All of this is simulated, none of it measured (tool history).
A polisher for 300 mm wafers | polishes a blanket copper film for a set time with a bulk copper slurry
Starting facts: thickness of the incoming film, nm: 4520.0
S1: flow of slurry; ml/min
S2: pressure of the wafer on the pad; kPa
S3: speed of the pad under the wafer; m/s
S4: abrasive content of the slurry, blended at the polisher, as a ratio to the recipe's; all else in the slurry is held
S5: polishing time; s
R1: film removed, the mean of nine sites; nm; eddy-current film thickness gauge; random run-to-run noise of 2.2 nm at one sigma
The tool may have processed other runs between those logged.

Run 1, hour 0: S1 165 ml/min, S2 12.4 kPa, S3 1.08 m/s, S4 1, S5 87 s. Result: R1 579.23 nm.
Run 2, hour 2.4: S1 165 ml/min, S2 12.4 kPa, S3 1.08 m/s, S4 1.15, S5 87 s. Result: R1 601.05 nm.
Run 3, hour 2.9: S1 195 ml/min, S2 12.4 kPa, S3 1.08 m/s, S4 1.15, S5 87 s. Result: R1 615.08 nm.
Run 4, hour 5: S1 190 ml/min, S2 11.7 kPa, S3 1.06 m/s, S4 1.15, S5 87 s. Result: R1 576.46 nm.
Run 5, hour 12: S1 190 ml/min, S2 11.7 kPa, S3 1.06 m/s, S4 1, S5 87 s. Result: R1 554.19 nm.
Run 6, hour 15.7: S1 190 ml/min, S2 11.7 kPa, S3 1.06 m/s, S4 0.9, S5 87 s. Result: R1 537.46 nm.
Run 7, hour 23.3: S1 185 ml/min, S2 11 kPa, S3 1.06 m/s, S4 0.9, S5 87 s. Result: R1 513.63 nm.

What will run 8 give?
Run 8, hour 26.4: S1 180 ml/min, S2 10.3 kPa, S3 1.04 m/s, S4 0.9, S5 87 s. Result: R1 ?.

{"run 8": {"R1": 468.94}}

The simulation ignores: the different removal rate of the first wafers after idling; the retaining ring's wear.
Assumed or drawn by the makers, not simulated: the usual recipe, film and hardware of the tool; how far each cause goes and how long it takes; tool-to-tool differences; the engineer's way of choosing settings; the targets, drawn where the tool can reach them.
